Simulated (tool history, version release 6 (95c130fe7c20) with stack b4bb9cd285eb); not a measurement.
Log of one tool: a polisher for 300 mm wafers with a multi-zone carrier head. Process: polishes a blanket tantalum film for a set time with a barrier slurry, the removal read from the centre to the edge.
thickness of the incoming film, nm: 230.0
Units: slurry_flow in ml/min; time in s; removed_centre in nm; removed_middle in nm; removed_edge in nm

run,hour,slurry_flow,centre_zone,middle_zone,edge_zone,slurry_solids,time,removed_centre,removed_middle,removed_edge
1,0.0,125,1.00,1.00,1.00,1.00,54,43.820,42.983,42.487
2,6.8,125,1.00,1.00,1.04,1.00,54,43.449,43.423,43.452
3,10.3,125,1.00,0.92,1.04,1.00,54,43.112,40.553,44.535
4,16.0,140,1.01,0.98,1.07,1.15,56,47.237,45.572,48.050
5,19.4,170,1.01,0.98,1.07,1.15,56,49.895,47.416,49.626
6,21.2,175,1.01,1.03,1.07,1.25,59,52.072,53.423,52.323

Run 7 comes next. What will it give?
7,29.7,190,1.11,1.13,1.13,1.50,69,?,?,?

removed_centre: 71.752 nm
removed_middle: 70.677 nm
removed_edge: 66.320 nm
